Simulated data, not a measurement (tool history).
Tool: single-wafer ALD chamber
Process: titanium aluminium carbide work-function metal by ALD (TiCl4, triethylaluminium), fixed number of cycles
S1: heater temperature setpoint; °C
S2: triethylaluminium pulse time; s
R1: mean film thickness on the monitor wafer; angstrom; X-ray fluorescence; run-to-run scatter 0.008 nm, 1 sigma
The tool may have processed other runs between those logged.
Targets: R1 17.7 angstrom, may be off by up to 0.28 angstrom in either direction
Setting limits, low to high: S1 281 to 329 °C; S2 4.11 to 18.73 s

run,day,S1,S2,R1
1,0,305,11.42,20.544
2,0.375,305,13.65,20.754
3,0.483,298,10.94,19.612
4,0.521,293,10.5,19.356
5,0.767,290,8.83,18.602
6,1.112,288,8.47,18.387
7,1.175,288,8.47,18.459
8,1.358,281,6.54,16.828
9,1.429,283,6.64,17.295

Below are 5 possible settings for the next run. Only one of them brings all results inside the allowed miss of their targets. Which is it?
A,1.5,281,8.43,?
B,1.5,290,8.45,?
C,1.5,288,8.99,?
D,1.5,285,6.42,?
E,1.5,289,8.16,?

move,R1
A,17.843
B,18.55
C,18.566
D,17.16
E,18.366
A: all results in spec
B: the result that was furthest off in the last run now lies on the other side of its target
C: the result that was furthest off in the last run now lies on the other side of its target
D: further off than the last run
E: the result that was furthest off in the last run now lies on the other side of its target
Correct choice: A, which meets every target

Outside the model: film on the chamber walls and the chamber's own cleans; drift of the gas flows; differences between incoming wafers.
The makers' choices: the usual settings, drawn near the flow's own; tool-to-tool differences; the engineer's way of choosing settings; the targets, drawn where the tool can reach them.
